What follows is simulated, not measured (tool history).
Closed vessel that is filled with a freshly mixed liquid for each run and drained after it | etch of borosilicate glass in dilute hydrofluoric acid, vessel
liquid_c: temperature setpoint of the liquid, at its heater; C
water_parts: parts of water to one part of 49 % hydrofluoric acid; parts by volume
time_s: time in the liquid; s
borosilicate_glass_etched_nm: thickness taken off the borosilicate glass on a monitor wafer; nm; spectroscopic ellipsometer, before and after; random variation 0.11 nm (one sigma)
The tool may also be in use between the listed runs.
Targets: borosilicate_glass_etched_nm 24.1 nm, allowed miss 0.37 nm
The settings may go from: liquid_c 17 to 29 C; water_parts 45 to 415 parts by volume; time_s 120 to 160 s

{"run": 1, "day": 0.0, "liquid_c": 21, "water_parts": 230, "time_s": 160, "borosilicate_glass_etched_nm": 13.712}
{"run": 2, "day": 0.312, "liquid_c": 22, "water_parts": 220, "time_s": 160, "borosilicate_glass_etched_nm": 15.128}
{"run": 3, "day": 0.392, "liquid_c": 23, "water_parts": 215, "time_s": 160, "borosilicate_glass_etched_nm": 16.14}
{"run": 4, "day": 0.638, "liquid_c": 19.5, "water_parts": 215, "time_s": 160, "borosilicate_glass_etched_nm": 14.117}
{"run": 5, "day": 0.758, "liquid_c": 19.5, "water_parts": 215, "time_s": 160, "borosilicate_glass_etched_nm": 14.115}
{"run": 6, "day": 0.942, "liquid_c": 21, "water_parts": 210, "time_s": 160, "borosilicate_glass_etched_nm": 15.334}
{"run": 7, "day": 1.104, "liquid_c": 25, "water_parts": 175, "time_s": 160, "borosilicate_glass_etched_nm": 22.077}
{"run": 8, "day": 1.479, "liquid_c": 25.5, "water_parts": 175, "time_s": 160, "borosilicate_glass_etched_nm": 22.758}

4 next moves are on the table. One of them brings every result within its allowed miss. Which?
{"run": "A", "day": 1.854, "liquid_c": 28, "water_parts": 185, "time_s": 160, "borosilicate_glass_etched_nm": "?"}
{"run": "B", "day": 1.854, "liquid_c": 24.5, "water_parts": 150, "time_s": 150, "borosilicate_glass_etched_nm": "?"}
{"run": "C", "day": 1.854, "liquid_c": 28, "water_parts": 145, "time_s": 120, "borosilicate_glass_etched_nm": "?"}
{"run": "D", "day": 1.854, "liquid_c": 29, "water_parts": 185, "time_s": 160, "borosilicate_glass_etched_nm": "?"}

move=A borosilicate_glass_etched_nm=23.067
move=B borosilicate_glass_etched_nm=24.543
move=C borosilicate_glass_etched_nm=23.273
move=D borosilicate_glass_etched_nm=23.891
A: nearer than the last run, and not there yet
B: takes the result that was furthest off past its target
C: nearer than the last run, and not there yet
D: meets every target
Move D is the one to make.

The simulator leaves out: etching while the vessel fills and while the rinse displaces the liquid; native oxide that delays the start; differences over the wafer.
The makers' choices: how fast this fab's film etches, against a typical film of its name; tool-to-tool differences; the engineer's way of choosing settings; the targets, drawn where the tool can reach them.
